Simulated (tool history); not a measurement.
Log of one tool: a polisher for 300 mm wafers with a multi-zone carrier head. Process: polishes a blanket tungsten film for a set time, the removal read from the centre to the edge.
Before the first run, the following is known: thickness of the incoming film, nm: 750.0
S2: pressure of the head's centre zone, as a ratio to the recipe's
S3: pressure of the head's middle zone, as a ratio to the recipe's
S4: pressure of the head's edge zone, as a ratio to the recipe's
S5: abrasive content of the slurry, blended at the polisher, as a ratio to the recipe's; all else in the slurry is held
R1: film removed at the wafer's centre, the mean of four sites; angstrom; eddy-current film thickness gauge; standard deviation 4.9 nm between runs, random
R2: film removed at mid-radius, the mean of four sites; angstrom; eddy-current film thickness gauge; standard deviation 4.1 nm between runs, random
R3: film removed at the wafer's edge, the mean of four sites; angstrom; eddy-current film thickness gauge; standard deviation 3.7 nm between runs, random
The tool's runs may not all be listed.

Run 1, hour 0.0: flow of slurry (ml/min) 310, S2 1.00, S3 1.00, S4 1.00, S5 1.00, polishing time (s) 43. Result: R1 2721.2 angstrom, R2 2794.5 angstrom, R3 2744.6 angstrom.
Run 2, hour 3.8: flow of slurry (ml/min) 310, S2 1.00, S3 1.00, S4 1.08, S5 1.00, polishing time (s) 43. Result: R1 2716.9 angstrom, R2 2757.3 angstrom, R3 2812.6 angstrom.
Run 3, hour 11.2: flow of slurry (ml/min) 315, S2 1.01, S3 1.03, S4 1.07, S5 1.05, polishing time (s) 44. Result: R1 2839.4 angstrom, R2 2931.3 angstrom, R3 2990.8 angstrom.
Run 4, hour 17.7: flow of slurry (ml/min) 320, S2 1.02, S3 1.05, S4 1.03, S5 1.05, polishing time (s) 45. Result: R1 2874.0 angstrom, R2 3029.6 angstrom, R3 2947.8 angstrom.
Run 5, hour 22.8: flow of slurry (ml/min) 325, S2 1.04, S3 1.07, S4 1.01, S5 1.10, polishing time (s) 46. Result: R1 3079.5 angstrom, R2 3215.3 angstrom, R3 3057.5 angstrom.
Run 6, hour 29.5: flow of slurry (ml/min) 330, S2 1.05, S3 1.09, S4 0.99, S5 1.15, polishing time (s) 46. Result: R1 3210.6 angstrom, R2 3283.3 angstrom, R3 2989.0 angstrom.
Run 7, hour 37.9: flow of slurry (ml/min) 330, S2 1.05, S3 1.10, S4 0.99, S5 1.20, polishing time (s) 47. Result: R1 3332.6 angstrom, R2 3458.7 angstrom, R3 3144.6 angstrom.
Run 8, hour 44.0: flow of slurry (ml/min) 330, S2 1.05, S3 1.11, S4 0.99, S5 1.25, polishing time (s) 47. Result: R1 3320.1 angstrom, R2 3451.1 angstrom, R3 3226.1 angstrom.
Run 9, hour 52.3: flow of slurry (ml/min) 335, S2 1.05, S3 1.12, S4 0.98, S5 1.25, polishing time (s) 48. Result: R1 3378.1 angstrom, R2 3543.7 angstrom, R3 3222.9 angstrom.
Run 10, hour 57.5: flow of slurry (ml/min) 335, S2 1.05, S3 1.12, S4 0.98, S5 1.25, polishing time (s) 48. Result: R1 3363.5 angstrom, R2 3593.5 angstrom, R3 3270.6 angstrom.
Run 11, hour 65.2: flow of slurry (ml/min) 365, S2 1.08, S3 1.19, S4 0.94, S5 1.50, polishing time (s) 49. Result: R1 3789.9 angstrom, R2 4043.8 angstrom, R3 3481.5 angstrom.
Run 12, hour 72.3: flow of slurry (ml/min) 365, S2 1.08, S3 1.19, S4 0.93, S5 1.50, polishing time (s) 49. Result: R1 3664.0 angstrom, R2 4004.3 angstrom, R3 3436.6 angstrom.

What will run 13 give?
Run 13, hour 79.9: flow of slurry (ml/min) 365, S2 1.08, S3 1.19, S4 0.92, S5 1.50, polishing time (s) 49. Result: R1 ?, R2 ?, R3 ?.

{"run 13": {"R1": 3750.2, "R2": 3999.1, "R3": 3440.3}}
